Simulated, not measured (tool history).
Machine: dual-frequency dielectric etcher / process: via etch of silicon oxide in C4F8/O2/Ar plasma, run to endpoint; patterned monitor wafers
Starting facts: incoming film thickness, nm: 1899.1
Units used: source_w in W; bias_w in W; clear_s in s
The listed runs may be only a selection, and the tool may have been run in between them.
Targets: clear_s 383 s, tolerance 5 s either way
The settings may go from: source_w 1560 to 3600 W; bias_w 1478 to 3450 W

run,hour,source_w,bias_w,clear_s
1,0,2580,2464,321.48
2,7.6,2380,2419,334.35
3,11.7,2380,2652,323.08
4,20.1,2220,2582,333.49
5,24.5,1960,2582,347.92
6,27.4,1880,2528,352.23
7,31.3,1810,2463,362.92
8,34.6,1760,2441,365
9,38.8,1720,2413,369.13

Next run, 5 choices. One meets every target within its allowed miss, the rest don't. Which?
A,43,1560,2649,?
B,43,1720,2452,?
C,43,1680,2402,?
D,43,1800,2049,?
E,43,1960,2058,?

move,clear_s
A,368.14
B,367.18
C,372.39
D,384.68
E,374.04
A: further off than the last run
B: further off than the last run
C: closer than the last run, but not yet in spec
D: each result inside its tolerance
E: closer than the last run, but not yet in spec
Correct choice: D, which meets every target
